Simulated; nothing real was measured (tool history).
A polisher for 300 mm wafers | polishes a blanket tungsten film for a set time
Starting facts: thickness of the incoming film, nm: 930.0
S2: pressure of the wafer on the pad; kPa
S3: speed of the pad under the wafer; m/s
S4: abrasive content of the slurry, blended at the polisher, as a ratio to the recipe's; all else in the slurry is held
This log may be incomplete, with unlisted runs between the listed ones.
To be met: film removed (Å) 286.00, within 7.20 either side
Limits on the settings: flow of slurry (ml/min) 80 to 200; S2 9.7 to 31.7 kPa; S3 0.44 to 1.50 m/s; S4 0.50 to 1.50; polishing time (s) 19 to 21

Run 1, hour 0.0: flow of slurry (ml/min) 130, S2 20.7 kPa, S3 0.96 m/s, S4 1.00, polishing time (s) 21. Result: film removed (Å) 766.71.
Run 2, hour 4.2: flow of slurry (ml/min) 125, S2 18.6 kPa, S3 0.88 m/s, S4 1.00, polishing time (s) 21. Result: film removed (Å) 635.64.
Run 3, hour 6.5: flow of slurry (ml/min) 120, S2 17.2 kPa, S3 0.82 m/s, S4 1.00, polishing time (s) 21. Result: film removed (Å) 549.15.
Run 4, hour 10.9: flow of slurry (ml/min) 115, S2 15.9 kPa, S3 0.78 m/s, S4 1.00, polishing time (s) 21. Result: film removed (Å) 472.49.
Run 5, hour 19.5: flow of slurry (ml/min) 110, S2 14.5 kPa, S3 0.76 m/s, S4 1.00, polishing time (s) 21. Result: film removed (Å) 422.77.
Run 6, hour 23.2: flow of slurry (ml/min) 130, S2 14.5 kPa, S3 0.76 m/s, S4 1.00, polishing time (s) 21. Result: film removed (Å) 431.39.
Run 7, hour 23.8: flow of slurry (ml/min) 110, S2 9.7 kPa, S3 0.58 m/s, S4 1.00, polishing time (s) 21. Result: film removed (Å) 219.11.
At hour 27.5: slurry blender recalibrated.
Run 8, hour 27.5: flow of slurry (ml/min) 120, S2 10.3 kPa, S3 0.58 m/s, S4 1.00, polishing time (s) 21. Result: film removed (Å) 247.51.
Run 9, hour 35.3: flow of slurry (ml/min) 130, S2 10.3 kPa, S3 0.58 m/s, S4 1.00, polishing time (s) 21. Result: film removed (Å) 249.28.
Run 10, hour 38.6: flow of slurry (ml/min) 140, S2 10.3 kPa, S3 0.58 m/s, S4 1.00, polishing time (s) 21. Result: film removed (Å) 257.91.
Run 11, hour 44.5: flow of slurry (ml/min) 145, S2 10.3 kPa, S3 0.58 m/s, S4 1.00, polishing time (s) 21. Result: film removed (Å) 260.28.
Run 12, hour 51.0: flow of slurry (ml/min) 150, S2 10.3 kPa, S3 0.58 m/s, S4 1.00, polishing time (s) 21. Result: film removed (Å) 263.31.

Of the 4 settings listed for the next run, only one would bring every result within its allowed miss of target. Which one?
Run A, hour 57.5: flow of slurry (ml/min) 110, S2 13.8 kPa, S3 0.54 m/s, S4 1.10, polishing time (s) 21. Result: film removed (Å) ?.
Run B, hour 57.5: flow of slurry (ml/min) 145, S2 11.7 kPa, S3 0.60 m/s, S4 1.00, polishing time (s) 21. Result: film removed (Å) ?.
Run C, hour 57.5: flow of slurry (ml/min) 165, S2 15.2 kPa, S3 0.46 m/s, S4 0.90, polishing time (s) 19. Result: film removed (Å) ?.
Run D, hour 57.5: flow of slurry (ml/min) 125, S2 9.7 kPa, S3 0.84 m/s, S4 0.75, polishing time (s) 19. Result: film removed (Å) ?.

move  film removed (Å)
   A            305.41
   B            299.28
   C            269.23
   D            286.01
A: the result that was furthest off in the last run now lies on the other side of its target
B: the result that was furthest off in the last run now lies on the other side of its target
C: gains on the last run, yet a result remains outside its allowed miss
D: all results in spec
The move that meets every target is D.
